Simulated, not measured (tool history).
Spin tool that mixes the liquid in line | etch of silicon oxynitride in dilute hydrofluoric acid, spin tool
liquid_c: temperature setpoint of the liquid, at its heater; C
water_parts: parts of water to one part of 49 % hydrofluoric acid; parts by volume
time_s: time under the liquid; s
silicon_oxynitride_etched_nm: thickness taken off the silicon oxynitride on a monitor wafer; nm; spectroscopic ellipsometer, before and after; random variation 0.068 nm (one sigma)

run,hour,liquid_c,water_parts,time_s,silicon_oxynitride_etched_nm
1,0.0,24.0,155,325,9.0310
2,6.7,24.0,155,325,9.0562
3,9.8,20.5,155,325,7.6854
4,11.7,20.5,155,325,7.7167
5,18.0,23.0,150,325,9.0301
6,25.4,23.0,150,345,9.5548
7,28.9,25.0,145,345,10.8750
8,32.5,26.5,145,345,11.6850
9,35.9,27.5,145,345,12.2160
10,37.6,28.5,145,345,12.6010
11,38.8,29.0,145,345,13.0280
12,42.2,29.5,145,345,13.2820
13,44.3,30.0,145,345,13.4880

The next listed run, before its measurement:
14,47.7,30.5,145,345,?

{"run 14": {"silicon_oxynitride_etched_nm": 13.975}}
